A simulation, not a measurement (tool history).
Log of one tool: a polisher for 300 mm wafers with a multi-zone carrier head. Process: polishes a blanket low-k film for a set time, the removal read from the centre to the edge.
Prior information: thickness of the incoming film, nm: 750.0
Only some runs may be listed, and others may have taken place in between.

run,hour,flow of slurry (ml/min),pressure of the head's centre zone,pressure of the head's middle zone,pressure of the head's edge zone,abrasive content of the slurry,polishing time (s),film removed at the wafer's centre (Å),film removed at mid-radius (Å),film removed at the wafer's edge (Å)
1,0,200,1,1,1,1,68,348.45,346.03,352.37
2,5.5,200,1,0.98,0.97,0.9,65,322.79,311.35,319.87
3,7.9,200,1,0.98,0.97,1.05,65,344.24,328.78,346.26
4,11.5,175,1,0.98,0.97,1.05,65,333.85,333.05,341.28
5,14.6,175,1,0.98,0.93,1.05,65,335.96,326.03,329.78
6,17.9,175,1,0.98,0.86,1.05,65,332.86,329.38,323.18
7,26.3,180,1,0.96,0.86,0.95,63,311.46,301.5,292.4
8,33.5,185,0.99,0.93,0.87,0.85,62,285.86,270.9,275.72
9,37.4,185,0.99,0.92,0.86,0.8,61,273.63,253.77,260.85
10,42.7,180,1,0.89,0.81,0.55,60,217.83,196.93,200.47
11,49.7,190,1,0.89,0.82,0.55,60,223.5,199.15,202.64
12,53.6,215,1,0.89,0.88,0.55,60,221.86,200.38,215.32

The next listed run, before its measurement:
13,59.1,215,1.01,0.89,0.88,0.55,60,?,?,?

film removed at the wafer's centre (Å): 224.5
film removed at mid-radius (Å): 199.95
film removed at the wafer's edge (Å): 217.88

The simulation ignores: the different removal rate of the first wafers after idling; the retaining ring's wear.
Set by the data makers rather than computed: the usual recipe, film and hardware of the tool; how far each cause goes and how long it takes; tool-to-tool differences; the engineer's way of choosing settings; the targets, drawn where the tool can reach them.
